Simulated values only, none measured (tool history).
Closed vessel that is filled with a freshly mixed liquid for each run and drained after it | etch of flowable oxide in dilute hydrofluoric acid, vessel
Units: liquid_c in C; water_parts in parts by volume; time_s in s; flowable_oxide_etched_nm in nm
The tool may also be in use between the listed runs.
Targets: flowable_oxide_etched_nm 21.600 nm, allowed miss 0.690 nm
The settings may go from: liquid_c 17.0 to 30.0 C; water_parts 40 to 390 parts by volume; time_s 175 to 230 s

run,hour,liquid_c,water_parts,time_s,flowable_oxide_etched_nm
1,0.0,22.0,215,230,26.491
2,4.7,24.5,215,230,29.174
3,10.2,23.5,215,230,28.398
4,11.5,22.5,215,230,27.317
5,19.4,21.5,215,230,26.652
6,28.2,21.0,220,230,25.289
7,36.4,20.5,220,230,24.964
8,43.9,20.0,220,230,23.854
9,53.0,19.5,220,230,23.821
10,58.3,19.0,220,230,23.819
11,60.6,18.5,220,230,22.824

5 next moves are on the table. One of them brings every result within its allowed miss. Which?
A,62.9,19.0,205,210,?
B,62.9,17.5,225,230,?
C,62.9,17.0,215,205,?
D,62.9,20.0,245,210,?
E,62.9,18.0,225,210,?

move,flowable_oxide_etched_nm
A,23.197
B,21.430
C,19.778
D,19.419
E,19.952
A: further off than the last run
B: meets every target
C: takes the result that was furthest off past its target
D: takes the result that was furthest off past its target
E: takes the result that was furthest off past its target
Answer: B

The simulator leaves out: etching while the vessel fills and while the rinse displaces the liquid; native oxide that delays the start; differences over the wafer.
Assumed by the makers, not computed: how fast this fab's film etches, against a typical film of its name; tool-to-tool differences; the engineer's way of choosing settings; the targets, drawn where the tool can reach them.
